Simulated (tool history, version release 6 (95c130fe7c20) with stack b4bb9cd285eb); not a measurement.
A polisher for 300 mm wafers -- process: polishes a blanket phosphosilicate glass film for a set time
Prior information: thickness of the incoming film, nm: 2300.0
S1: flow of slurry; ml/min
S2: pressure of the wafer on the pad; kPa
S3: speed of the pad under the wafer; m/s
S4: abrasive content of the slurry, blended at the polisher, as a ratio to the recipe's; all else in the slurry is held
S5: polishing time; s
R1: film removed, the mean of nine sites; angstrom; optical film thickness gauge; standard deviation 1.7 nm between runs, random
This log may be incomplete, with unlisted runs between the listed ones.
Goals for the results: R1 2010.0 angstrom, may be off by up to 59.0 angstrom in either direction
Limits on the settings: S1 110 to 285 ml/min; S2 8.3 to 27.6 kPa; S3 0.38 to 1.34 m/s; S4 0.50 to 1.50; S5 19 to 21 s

run,hour,S1,S2,S3,S4,S5,R1
1,0.0,180,17.9,0.86,1.00,21,1584.8
2,4.4,180,17.9,0.86,1.00,21,1583.9
3,11.7,190,19.3,0.86,1.00,21,1691.6
4,12.6,190,19.3,0.86,1.00,19,1533.9
5,19.2,190,19.3,0.68,1.00,19,1341.8
6,20.6,190,21.4,0.68,1.00,19,1492.2
7,28.8,190,21.4,0.68,1.00,19,1478.7
8,33.7,190,23.4,0.68,1.00,19,1637.7
9,35.2,190,24.8,0.68,1.00,19,1732.2
10,37.9,190,24.8,0.68,1.00,19,1707.8
11,42.5,195,25.5,0.70,1.00,19,1813.9
12,44.3,195,26.2,0.70,1.00,19,1852.9
13,46.4,195,26.9,0.70,1.00,19,1896.1

Which of these 4 next moves meets every target?
A,48.5,185,26.2,0.66,1.25,19,?
B,48.5,220,22.8,0.78,0.95,21,?
C,48.5,190,27.6,0.56,1.15,19,?
D,48.5,170,25.5,0.64,1.05,19,?

move,R1
A,2049.2
B,1870.3
C,1901.0
D,1752.9
A: all results land within tolerance of their targets
B: the biggest miss grows against the last run
C: no nearer and no further than the last run
D: the biggest miss grows against the last run
The right move is A.
